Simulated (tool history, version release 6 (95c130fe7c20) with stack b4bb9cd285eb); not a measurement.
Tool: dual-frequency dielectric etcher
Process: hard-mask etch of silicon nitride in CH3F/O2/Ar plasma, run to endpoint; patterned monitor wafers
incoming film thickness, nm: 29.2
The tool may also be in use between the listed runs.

{"run": 1, "hour": 0.0, "source power (W)": 350, "bias power (W)": 90, "endpoint time (s)": 38.758}
{"run": 2, "hour": 8.0, "source power (W)": 330, "bias power (W)": 90, "endpoint time (s)": 39.886}
{"run": 3, "hour": 15.9, "source power (W)": 350, "bias power (W)": 90, "endpoint time (s)": 38.43}
{"run": 4, "hour": 16.9, "source power (W)": 360, "bias power (W)": 90, "endpoint time (s)": 38.136}
{"run": 5, "hour": 18.9, "source power (W)": 370, "bias power (W)": 90, "endpoint time (s)": 38.265}
{"run": 6, "hour": 24.1, "source power (W)": 370, "bias power (W)": 77, "endpoint time (s)": 40.012}
{"run": 7, "hour": 25.6, "source power (W)": 390, "bias power (W)": 78, "endpoint time (s)": 39.131}
{"run": 8, "hour": 29.8, "source power (W)": 410, "bias power (W)": 79, "endpoint time (s)": 38.144}

Run 9 comes next. What will it give?
{"run": 9, "hour": 32.3, "source power (W)": 420, "bias power (W)": 79, "endpoint time (s)": "?"}

{"run 9": {"endpoint time (s)": 37.601}}

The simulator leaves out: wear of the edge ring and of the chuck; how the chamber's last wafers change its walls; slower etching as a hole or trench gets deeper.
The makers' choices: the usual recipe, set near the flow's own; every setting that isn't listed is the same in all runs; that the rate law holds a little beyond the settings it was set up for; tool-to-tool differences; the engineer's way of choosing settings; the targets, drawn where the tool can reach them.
